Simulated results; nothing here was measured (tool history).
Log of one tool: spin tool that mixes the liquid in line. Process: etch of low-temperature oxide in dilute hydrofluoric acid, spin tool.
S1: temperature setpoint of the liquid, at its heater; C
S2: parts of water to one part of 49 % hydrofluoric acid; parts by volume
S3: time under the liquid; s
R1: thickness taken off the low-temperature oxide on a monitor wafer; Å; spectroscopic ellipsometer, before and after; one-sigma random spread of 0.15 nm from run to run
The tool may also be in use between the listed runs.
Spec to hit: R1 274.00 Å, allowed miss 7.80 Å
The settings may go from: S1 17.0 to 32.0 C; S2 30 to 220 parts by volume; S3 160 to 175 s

{"run": 1, "hour": 0.0, "S1": 24.0, "S2": 125, "S3": 160, "R1": 421.32}
{"run": 2, "hour": 1.2, "S1": 22.5, "S2": 130, "S3": 160, "R1": 376.35}
{"run": 3, "hour": 5.6, "S1": 21.5, "S2": 130, "S3": 160, "R1": 361.21}
{"run": 4, "hour": 9.3, "S1": 20.5, "S2": 130, "S3": 160, "R1": 349.47}
{"run": 5, "hour": 12.3, "S1": 20.0, "S2": 135, "S3": 160, "R1": 325.58}
{"run": 6, "hour": 16.9, "S1": 20.0, "S2": 135, "S3": 175, "R1": 356.44}
{"hour": 22.3, "done": "hydrofluoric acid flow meter replaced"}
{"run": 7, "hour": 22.3, "S1": 19.5, "S2": 140, "S3": 175, "R1": 297.21}
{"run": 8, "hour": 23.9, "S1": 19.0, "S2": 140, "S3": 175, "R1": 298.23}
{"run": 9, "hour": 24.9, "S1": 17.0, "S2": 145, "S3": 175, "R1": 261.63}

4 next moves are on the table. One of them brings every result within its allowed miss. Which?
{"run": "A", "hour": 25.9, "S1": 17.0, "S2": 135, "S3": 160, "R1": "?"}
{"run": "B", "hour": 25.9, "S1": 17.0, "S2": 145, "S3": 160, "R1": "?"}
{"run": "C", "hour": 25.9, "S1": 17.0, "S2": 140, "S3": 165, "R1": "?"}
{"run": "D", "hour": 25.9, "S1": 17.0, "S2": 140, "S3": 175, "R1": "?"}

move=A R1=255.52
move=B R1=235.57
move=C R1=252.84
move=D R1=268.17
A: its largest miss is bigger than the last run's
B: its largest miss is bigger than the last run's
C: its largest miss is bigger than the last run's
D: every result within its allowed miss
Answer: D

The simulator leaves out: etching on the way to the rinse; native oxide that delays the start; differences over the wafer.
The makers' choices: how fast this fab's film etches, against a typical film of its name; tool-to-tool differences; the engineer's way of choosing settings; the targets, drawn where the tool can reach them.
